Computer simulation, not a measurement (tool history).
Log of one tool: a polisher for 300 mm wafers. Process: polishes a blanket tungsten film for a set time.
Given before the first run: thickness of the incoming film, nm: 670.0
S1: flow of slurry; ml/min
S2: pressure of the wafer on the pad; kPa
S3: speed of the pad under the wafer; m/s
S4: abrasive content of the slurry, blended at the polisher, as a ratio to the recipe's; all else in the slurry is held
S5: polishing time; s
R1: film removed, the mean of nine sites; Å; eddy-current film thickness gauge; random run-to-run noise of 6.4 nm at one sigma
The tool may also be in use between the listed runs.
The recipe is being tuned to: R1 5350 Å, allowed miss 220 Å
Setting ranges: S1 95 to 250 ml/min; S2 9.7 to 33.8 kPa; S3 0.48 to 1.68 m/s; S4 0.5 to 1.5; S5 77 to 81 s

Run 1, hour 0: S1 160 ml/min, S2 21.4 kPa, S3 1.08 m/s, S4 1, S5 77 s. Result: R1 2963.9 Å.
Run 2, hour 6.4: S1 160 ml/min, S2 23.4 kPa, S3 1.08 m/s, S4 1, S5 77 s. Result: R1 3228.9 Å.
Run 3, hour 11: S1 160 ml/min, S2 25.5 kPa, S3 1.08 m/s, S4 1, S5 77 s. Result: R1 3549.6 Å.
Run 4, hour 15: S1 160 ml/min, S2 26.9 kPa, S3 1.08 m/s, S4 1, S5 77 s. Result: R1 3664.5 Å.
At hour 19: slurry blender recalibrated.
Run 5, hour 19: S1 160 ml/min, S2 26.9 kPa, S3 1.18 m/s, S4 1, S5 77 s. Result: R1 4172 Å.
Run 6, hour 23.5: S1 160 ml/min, S2 26.9 kPa, S3 1.18 m/s, S4 1, S5 81 s. Result: R1 4466.3 Å.
Run 7, hour 32.1: S1 160 ml/min, S2 27.6 kPa, S3 1.18 m/s, S4 1, S5 81 s. Result: R1 4556.9 Å.
Run 8, hour 35.2: S1 160 ml/min, S2 28.3 kPa, S3 1.18 m/s, S4 1, S5 81 s. Result: R1 4718.4 Å.
Run 9, hour 39.5: S1 160 ml/min, S2 29 kPa, S3 1.18 m/s, S4 1, S5 81 s. Result: R1 4773.4 Å.

4 candidate next runs follow, results not yet known. Just one meets every target within its allowed miss. Identify it.
Run A, hour 43.8: S1 200 ml/min, S2 26.9 kPa, S3 1.36 m/s, S4 0.8, S5 78 s. Result: R1 ?.
Run B, hour 43.8: S1 95 ml/min, S2 31.7 kPa, S3 1.46 m/s, S4 1, S5 77 s. Result: R1 ?.
Run C, hour 43.8: S1 165 ml/min, S2 31 kPa, S3 1.36 m/s, S4 1, S5 81 s. Result: R1 ?.
Run D, hour 43.8: S1 165 ml/min, S2 31.7 kPa, S3 1.3 m/s, S4 1.25, S5 81 s. Result: R1 ?.

move      R1
   A  4962.2
   B  5438.7
   C  5966.8
   D  6069.8
A: moves toward the targets from the last run without getting all of them in spec
B: hits every target within its allowed miss
C: the result that was furthest off in the last run now lies on the other side of its target
D: the result that was furthest off in the last run now lies on the other side of its target
B meets every target.
